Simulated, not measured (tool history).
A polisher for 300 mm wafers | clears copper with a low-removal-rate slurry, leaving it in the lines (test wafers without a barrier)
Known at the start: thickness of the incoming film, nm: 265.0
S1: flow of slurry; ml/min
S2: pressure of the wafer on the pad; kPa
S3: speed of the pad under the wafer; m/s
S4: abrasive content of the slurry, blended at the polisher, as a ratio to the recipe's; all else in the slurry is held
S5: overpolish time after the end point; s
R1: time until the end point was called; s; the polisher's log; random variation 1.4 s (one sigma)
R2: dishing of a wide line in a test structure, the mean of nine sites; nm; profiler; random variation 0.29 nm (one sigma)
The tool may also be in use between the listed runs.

| run | hour | S1 | S2 | S3 | S4 | S5 | R1 | R2 |
|---|---|---|---|---|---|---|---|---|
| 1 | 0.0 | 305 | 22.1 | 0.88 | 1.00 | 14 | 105.430 | 24.717 |
| 2 | 1.9 | 305 | 23.4 | 0.90 | 1.00 | 12 | 97.899 | 23.492 |
| 3 | 8.5 | 350 | 23.4 | 0.90 | 1.00 | 12 | 102.950 | 24.342 |
| 4 | 12.5 | 350 | 23.4 | 0.90 | 1.15 | 12 | 98.761 | 24.252 |
| 5 | 18.8 | 350 | 23.4 | 0.90 | 1.15 | 10 | 98.237 | 20.720 |
| 6 | 27.0 | 335 | 24.1 | 0.90 | 1.20 | 9 | 93.318 | 19.948 |
| 7 | 32.9 | 320 | 24.8 | 0.90 | 1.25 | 8 | 92.163 | 17.923 |
| 8 | 40.0 | 315 | 26.2 | 0.90 | 1.25 | 8 | 87.078 | 18.576 |
| 9 | 44.7 | 310 | 26.9 | 0.90 | 1.25 | 8 | 88.303 | 19.711 |
| 10 | 53.7 | 395 | 29.0 | 1.02 | 1.25 | 4 | 70.578 | 11.963 |
| 11 | 57.4 | 370 | 29.0 | 1.02 | 1.25 | 4 | 69.091 | 12.303 |

Run 12 comes next. What will it give?
| 12 | 59.6 | 355 | 29.0 | 1.02 | 1.30 | 4 | ? | ? |

R1: 68.497 s
R2: 12.612 nm

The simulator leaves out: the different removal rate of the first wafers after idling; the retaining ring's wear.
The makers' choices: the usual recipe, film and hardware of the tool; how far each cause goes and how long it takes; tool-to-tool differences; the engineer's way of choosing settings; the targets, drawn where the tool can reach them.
